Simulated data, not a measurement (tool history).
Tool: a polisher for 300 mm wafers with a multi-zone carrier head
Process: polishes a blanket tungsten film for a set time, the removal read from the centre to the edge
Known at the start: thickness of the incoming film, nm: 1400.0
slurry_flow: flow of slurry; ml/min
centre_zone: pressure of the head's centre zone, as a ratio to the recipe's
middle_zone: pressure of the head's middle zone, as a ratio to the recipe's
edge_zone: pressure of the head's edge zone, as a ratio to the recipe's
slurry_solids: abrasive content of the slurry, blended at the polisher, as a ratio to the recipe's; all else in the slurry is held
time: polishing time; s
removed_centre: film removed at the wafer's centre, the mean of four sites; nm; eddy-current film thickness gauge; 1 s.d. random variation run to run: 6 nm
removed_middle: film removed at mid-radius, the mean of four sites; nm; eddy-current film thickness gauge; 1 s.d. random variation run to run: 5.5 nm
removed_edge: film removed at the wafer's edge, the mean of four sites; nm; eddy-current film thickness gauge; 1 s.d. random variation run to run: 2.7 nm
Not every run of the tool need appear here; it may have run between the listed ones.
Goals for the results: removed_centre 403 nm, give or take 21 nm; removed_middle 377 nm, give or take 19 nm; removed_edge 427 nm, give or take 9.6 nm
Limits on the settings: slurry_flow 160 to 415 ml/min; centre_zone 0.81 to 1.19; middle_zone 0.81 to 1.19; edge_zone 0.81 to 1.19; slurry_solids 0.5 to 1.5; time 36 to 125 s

run,hour,slurry_flow,centre_zone,middle_zone,edge_zone,slurry_solids,time,removed_centre,removed_middle,removed_edge
1,0,265,1,1,1,1,80,331.07,336.38,334.42
2,7.3,270,1.01,0.99,1.04,1.1,81,354.03,342.49,350.86
3,9.4,270,1.01,0.99,1.04,1.1,99,439.03,415.29,425.2
4,18,270,1.01,0.99,1.04,1.1,88,377.48,376.57,378.26
5,22.7,275,1.01,0.97,1.07,1.15,88,379.02,372.69,391.99
6,25.8,275,1.01,0.97,1.12,1.15,88,391.74,363.23,401.42
7,28.6,285,1.01,0.97,1.13,1.15,88,391.06,368.52,400.95
8,35.2,285,1.01,0.97,1.14,1.2,88,387.79,375.95,410.73
9,43.1,285,1.01,0.97,1.15,1.2,88,386.41,369.88,411.61
10,44.1,290,1.02,0.97,1.16,1.2,88,383.58,372.82,405.74
11,44.7,285,1.02,0.96,1.16,1.2,88,385,370.35,413.4
12,47.7,285,1.03,0.96,1.16,1.2,88,399.43,373.04,411.11
13,54.1,285,1.03,0.96,1.17,1.2,88,399.49,375.89,413.5
14,54.9,285,1.03,0.96,1.17,1.2,88,400.02,364.41,410.37

Pick the move, out of 4, that brings all results within their allowed miss; only one does.
A,55.7,295,1.07,0.95,1.16,1.15,87,?,?,?
B,55.7,230,1.03,0.87,1.19,1.1,91,?,?,?
C,55.7,255,1.05,1.02,1.17,1.15,86,?,?,?
D,55.7,290,1.02,0.95,1.19,1.2,90,?,?,?

move,removed_centre,removed_middle,removed_edge
A,415.74,368.67,406.89
B,403.15,346.67,419.76
C,397.39,381.53,399.51
D,413.1,384.57,430.2
A: moves away from the targets compared with the last run
B: the furthest-off result lands on target, but another misses its tolerance
C: moves away from the targets compared with the last run
D: meets every target
D is the move that brings every result within its allowed miss.
